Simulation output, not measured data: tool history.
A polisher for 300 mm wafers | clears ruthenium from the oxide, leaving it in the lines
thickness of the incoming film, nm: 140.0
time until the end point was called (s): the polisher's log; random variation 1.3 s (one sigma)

run,day,flow of slurry (ml/min),pressure of the wafer on the pad (kPa),speed of the pad under the wafer (m/s),overpolish time after the end point (s),time until the end point was called (s)
1,0.000,255,13.1,0.82,9,149.73
2,0.146,255,14.5,0.82,9,143.44
3,0.450,255,15.9,0.82,9,134.26
4,0.488,255,15.9,0.64,9,172.33
# day 0.558: slurry nozzle cleaned
5,0.558,255,16.5,0.64,9,158.09
6,0.733,255,13.1,0.64,9,185.98
7,0.796,260,17.2,0.68,9,144.28
8,0.975,265,17.2,0.68,9,147.42

Forecast run 9:
9,1.125,265,17.9,0.68,9,?

{"run 9": {"time until the end point was called (s)": 139.44}}

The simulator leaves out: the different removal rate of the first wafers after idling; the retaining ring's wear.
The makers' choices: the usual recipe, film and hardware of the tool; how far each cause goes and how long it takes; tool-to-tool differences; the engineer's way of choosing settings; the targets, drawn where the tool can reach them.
